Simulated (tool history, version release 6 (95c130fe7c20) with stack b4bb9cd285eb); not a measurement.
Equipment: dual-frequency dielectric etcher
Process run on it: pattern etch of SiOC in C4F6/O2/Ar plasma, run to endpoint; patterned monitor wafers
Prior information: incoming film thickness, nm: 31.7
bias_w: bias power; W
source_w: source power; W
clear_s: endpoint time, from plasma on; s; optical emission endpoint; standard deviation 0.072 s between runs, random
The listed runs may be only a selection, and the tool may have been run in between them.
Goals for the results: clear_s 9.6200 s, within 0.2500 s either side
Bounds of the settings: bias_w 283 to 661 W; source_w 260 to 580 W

run 1 hour=0.0 | bias_w=472 source_w=420 | clear_s=10.7610
run 2 hour=6.1 | bias_w=488 source_w=430 | clear_s=10.6550
run 3 hour=8.7 | bias_w=407 source_w=430 | clear_s=11.4050
run 4 hour=9.9 | bias_w=407 source_w=390 | clear_s=11.9310
run 5 hour=16.3 | bias_w=407 source_w=460 | clear_s=11.2320
run 6 hour=22.9 | bias_w=427 source_w=460 | clear_s=10.9180
run 7 hour=24.0 | bias_w=444 source_w=460 | clear_s=10.6970
run 8 hour=26.1 | bias_w=458 source_w=460 | clear_s=10.6510
run 9 hour=30.3 | bias_w=472 source_w=460 | clear_s=10.5570

Exercise: of the 4 proposed moves below, exactly one satisfies all targets within the stated allowed misses. Which move is it?
run A hour=34.5 | bias_w=508 source_w=540 | clear_s=?
run B hour=34.5 | bias_w=421 source_w=450 | clear_s=?
run C hour=34.5 | bias_w=428 source_w=410 | clear_s=?
run D hour=34.5 | bias_w=428 source_w=380 | clear_s=?

move=A clear_s=9.7187
move=B clear_s=11.1580
move=C clear_s=11.4580
move=D clear_s=11.7670
A: every result within its allowed miss
B: lands further from the targets than the last run did
C: lands further from the targets than the last run did
D: lands further from the targets than the last run did
Move A is the one to make.

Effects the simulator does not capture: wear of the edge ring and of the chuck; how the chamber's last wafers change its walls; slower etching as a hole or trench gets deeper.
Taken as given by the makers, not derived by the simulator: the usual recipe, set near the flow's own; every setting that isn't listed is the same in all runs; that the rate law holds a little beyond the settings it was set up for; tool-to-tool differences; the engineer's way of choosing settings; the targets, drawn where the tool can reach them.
